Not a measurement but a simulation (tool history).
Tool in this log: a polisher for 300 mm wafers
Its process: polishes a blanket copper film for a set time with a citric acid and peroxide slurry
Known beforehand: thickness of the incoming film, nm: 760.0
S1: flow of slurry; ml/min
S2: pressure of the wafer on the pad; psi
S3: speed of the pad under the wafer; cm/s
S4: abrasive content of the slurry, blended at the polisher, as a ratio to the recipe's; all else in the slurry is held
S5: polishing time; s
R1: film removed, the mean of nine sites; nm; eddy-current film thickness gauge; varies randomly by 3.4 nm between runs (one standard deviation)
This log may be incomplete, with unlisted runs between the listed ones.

| run | day | S1 | S2 | S3 | S4 | S5 | R1 |
|---|---|---|---|---|---|---|---|
| 1 | 0 | 230 | 3.8 | 94 | 1 | 110 | 273.82 |
| 2 | 0.225 | 230 | 4 | 94 | 1 | 110 | 284.78 |
| 3 | 0.383 | 230 | 4 | 76 | 1 | 110 | 224.71 |
| 4 | 0.583 | 230 | 4.3 | 76 | 1 | 110 | 241.13 |
| 5 | 0.9 | 275 | 4.3 | 76 | 1 | 110 | 238.04 |
| 6 | 1.075 | 275 | 4.6 | 76 | 1 | 110 | 249.97 |
| 7 | 1.229 | 275 | 4.8 | 78 | 1 | 110 | 264.76 |
| 8 | 1.271 | 275 | 5 | 80 | 1 | 110 | 279.58 |
| 9 | 1.475 | 275 | 5.2 | 82 | 1 | 110 | 296.2 |
| 10 | 1.804 | 275 | 5.3 | 84 | 1 | 110 | 303.38 |
| 11 | 2.133 | 275 | 5.4 | 86 | 1 | 110 | 318.56 |
| 12 | 2.271 | 275 | 5.5 | 86 | 1 | 110 | 324.43 |
| 13 | 2.392 | 275 | 5.5 | 86 | 1 | 110 | 320.3 |
| 14 | 2.638 | 275 | 5.6 | 86 | 1 | 110 | 318.12 |
| 15 | 2.708 | 275 | 5.7 | 88 | 1 | 110 | 340.39 |

For run 16, what comes out?
| 16 | 2.742 | 275 | 5.8 | 88 | 1 | 110 | ? |

Run 16 came out at R1 334.57 nm.

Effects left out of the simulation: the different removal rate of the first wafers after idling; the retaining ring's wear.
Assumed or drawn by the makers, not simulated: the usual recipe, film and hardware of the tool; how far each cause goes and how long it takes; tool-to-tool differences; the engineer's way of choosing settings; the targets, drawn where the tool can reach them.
